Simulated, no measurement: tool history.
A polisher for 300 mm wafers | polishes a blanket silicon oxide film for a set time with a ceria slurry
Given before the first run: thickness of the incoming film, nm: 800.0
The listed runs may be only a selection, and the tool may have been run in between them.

run	hour	flow of slurry (ml/min)	pressure of the wafer on the pad (kPa)	speed of the pad under the wafer (m/s)	polishing time (s)	film removed (angstrom)
1	0	255	23.4	0.88	29	1232.2
2	5.6	250	22.1	0.88	29	1175.6
3	11.8	215	22.1	0.88	29	1152.5
4	20	215	22.1	0.88	25	1013.7
5	22.7	215	22.1	1	25	1141.5
6	26.9	205	21.4	1	25	1093.6
# hour 30.4: slurry nozzle cleaned
7	30.4	205	21.4	1	25	1122.6
8	31.5	200	20.7	1	25	1081.5

What does the tool deliver on the next run?
9	33.4	195	20	1	25	?

Run 9 came out at film removed (angstrom) 1060.1.

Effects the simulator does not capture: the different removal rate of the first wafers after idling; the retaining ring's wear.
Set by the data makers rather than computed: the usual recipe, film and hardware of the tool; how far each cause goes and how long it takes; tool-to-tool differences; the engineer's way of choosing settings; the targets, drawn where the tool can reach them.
